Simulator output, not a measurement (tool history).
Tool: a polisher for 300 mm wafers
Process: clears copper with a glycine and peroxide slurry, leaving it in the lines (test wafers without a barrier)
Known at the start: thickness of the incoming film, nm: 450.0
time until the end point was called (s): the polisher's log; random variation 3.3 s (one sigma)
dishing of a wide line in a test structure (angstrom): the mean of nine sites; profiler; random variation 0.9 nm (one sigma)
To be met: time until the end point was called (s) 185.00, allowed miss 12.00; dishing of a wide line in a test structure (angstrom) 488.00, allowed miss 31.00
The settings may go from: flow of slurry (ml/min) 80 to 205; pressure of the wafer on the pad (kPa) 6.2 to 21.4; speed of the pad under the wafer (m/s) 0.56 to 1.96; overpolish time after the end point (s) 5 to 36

| run | hour | flow of slurry (ml/min) | pressure of the wafer on the pad (kPa) | speed of the pad under the wafer (m/s) | overpolish time after the end point (s) | time until the end point was called (s) | dishing of a wide line in a test structure (angstrom) |
|---|---|---|---|---|---|---|---|
| 1 | 0.0 | 135 | 13.8 | 1.26 | 18 | 102.52 | 602.41 |
| 2 | 6.9 | 135 | 13.8 | 1.14 | 18 | 110.06 | 580.24 |
| 3 | 10.5 | 135 | 13.8 | 0.98 | 18 | 120.74 | 517.06 |
| 4 | 15.7 | 135 | 12.4 | 0.98 | 20 | 133.73 | 518.17 |
| 5 | 21.8 | 135 | 12.4 | 0.98 | 15 | 135.28 | 414.20 |
| 6 | 26.0 | 135 | 12.4 | 0.98 | 21 | 132.84 | 556.22 |
| 7 | 34.9 | 135 | 11.7 | 0.98 | 22 | 138.78 | 530.86 |
| 8 | 37.0 | 135 | 11.0 | 0.96 | 23 | 151.90 | 530.85 |

5 next moves are on the table. One of them brings every result within its allowed miss. Which?
| A | 39.1 | 115 | 7.6 | 0.90 | 24 | ? | ? |
| B | 39.1 | 140 | 9.7 | 0.80 | 22 | ? | ? |
| C | 39.1 | 125 | 7.6 | 0.76 | 32 | ? | ? |
| D | 39.1 | 95 | 9.7 | 1.18 | 22 | ? | ? |
| E | 39.1 | 105 | 11.0 | 0.82 | 24 | ? | ? |

| move | time until the end point was called (s) | dishing of a wide line in a test structure (angstrom) |
|---|---|---|
| A | 216.23 | 432.59 |
| B | 191.20 | 452.08 |
| C | 234.83 | 517.31 |
| D | 160.78 | 513.76 |
| E | 184.02 | 504.45 |
A: takes the result that was furthest off past its target
B: brings the result that was furthest off to its target, and leaves another outside
C: takes the result that was furthest off past its target
D: nearer than the last run, and not there yet
E: meets every target
Answer: E

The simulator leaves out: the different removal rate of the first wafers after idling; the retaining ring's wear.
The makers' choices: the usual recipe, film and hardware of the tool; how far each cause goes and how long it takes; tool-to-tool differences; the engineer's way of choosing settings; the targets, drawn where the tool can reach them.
